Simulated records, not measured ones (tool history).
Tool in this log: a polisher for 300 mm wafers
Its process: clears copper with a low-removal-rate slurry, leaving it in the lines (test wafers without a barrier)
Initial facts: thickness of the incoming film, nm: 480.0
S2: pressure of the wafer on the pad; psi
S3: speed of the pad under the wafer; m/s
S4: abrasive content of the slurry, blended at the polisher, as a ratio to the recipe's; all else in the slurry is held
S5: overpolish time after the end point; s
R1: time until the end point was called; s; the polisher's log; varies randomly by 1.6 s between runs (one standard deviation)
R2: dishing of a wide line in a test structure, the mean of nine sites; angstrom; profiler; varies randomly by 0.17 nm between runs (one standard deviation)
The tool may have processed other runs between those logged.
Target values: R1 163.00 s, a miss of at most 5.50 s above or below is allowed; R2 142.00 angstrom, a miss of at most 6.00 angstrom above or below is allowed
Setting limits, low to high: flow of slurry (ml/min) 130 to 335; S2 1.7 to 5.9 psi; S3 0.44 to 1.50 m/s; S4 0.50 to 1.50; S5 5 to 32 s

Run 1, hour 0.0: flow of slurry (ml/min) 215, S2 3.8 psi, S3 0.96 m/s, S4 1.00, S5 16 s. Result: R1 121.03 s, R2 400.69 angstrom.
Run 2, hour 8.4: flow of slurry (ml/min) 215, S2 3.8 psi, S3 0.80 m/s, S4 1.00, S5 16 s. Result: R1 144.52 s, R2 342.34 angstrom.
Run 3, hour 9.9: flow of slurry (ml/min) 225, S2 3.5 psi, S3 0.82 m/s, S4 1.00, S5 13 s. Result: R1 149.72 s, R2 273.07 angstrom.
Run 4, hour 13.0: flow of slurry (ml/min) 255, S2 3.2 psi, S3 0.84 m/s, S4 1.00, S5 11 s. Result: R1 152.32 s, R2 231.43 angstrom.
Run 5, hour 16.5: flow of slurry (ml/min) 255, S2 3.2 psi, S3 0.64 m/s, S4 1.00, S5 11 s. Result: R1 196.60 s, R2 179.18 angstrom.
Run 6, hour 17.2: flow of slurry (ml/min) 255, S2 3.2 psi, S3 0.64 m/s, S4 1.15, S5 11 s. Result: R1 193.17 s, R2 186.49 angstrom.
Run 7, hour 25.8: flow of slurry (ml/min) 270, S2 4.2 psi, S3 0.66 m/s, S4 0.90, S5 5 s. Result: R1 154.21 s, R2 107.11 angstrom.
Run 8, hour 28.0: flow of slurry (ml/min) 250, S2 4.1 psi, S3 0.68 m/s, S4 0.95, S5 5 s. Result: R1 155.69 s, R2 107.95 angstrom.
Run 9, hour 30.4: flow of slurry (ml/min) 245, S2 3.9 psi, S3 0.70 m/s, S4 1.00, S5 5 s. Result: R1 157.03 s, R2 104.64 angstrom.
Run 10, hour 34.2: flow of slurry (ml/min) 260, S2 3.8 psi, S3 0.72 m/s, S4 1.00, S5 5 s. Result: R1 157.34 s, R2 107.23 angstrom.
Run 11, hour 39.7: flow of slurry (ml/min) 255, S2 3.7 psi, S3 0.74 m/s, S4 1.00, S5 6 s. Result: R1 155.47 s, R2 127.30 angstrom.

Below are 5 possible settings for the next run. Only one of them brings all results inside the allowed miss of their targets. Which is it?
Run A, hour 45.2: flow of slurry (ml/min) 255, S2 4.2 psi, S3 0.62 m/s, S4 1.00, S5 8 s. Result: R1 ?, R2 ?.
Run B, hour 45.2: flow of slurry (ml/min) 230, S2 3.5 psi, S3 0.72 m/s, S4 1.10, S5 8 s. Result: R1 ?, R2 ?.
Run C, hour 45.2: flow of slurry (ml/min) 210, S2 3.4 psi, S3 0.70 m/s, S4 0.90, S5 8 s. Result: R1 ?, R2 ?.
Run D, hour 45.2: flow of slurry (ml/min) 235, S2 3.3 psi, S3 0.78 m/s, S4 1.00, S5 7 s. Result: R1 ?, R2 ?.
Run E, hour 45.2: flow of slurry (ml/min) 240, S2 3.6 psi, S3 0.82 m/s, S4 0.95, S5 6 s. Result: R1 ?, R2 ?.

move      R1      R2
   A  165.30  159.06
   B  165.79  158.27
   C  182.66  144.23
   D  163.56  141.04
   E  146.82  135.06
A: carries the result that was furthest off beyond its target, to the other side
B: carries the result that was furthest off beyond its target, to the other side
C: brings the result that was furthest off to its target, and leaves another outside
D: every result lands within tolerance
E: moves away from the targets compared with the last run
Answer: D

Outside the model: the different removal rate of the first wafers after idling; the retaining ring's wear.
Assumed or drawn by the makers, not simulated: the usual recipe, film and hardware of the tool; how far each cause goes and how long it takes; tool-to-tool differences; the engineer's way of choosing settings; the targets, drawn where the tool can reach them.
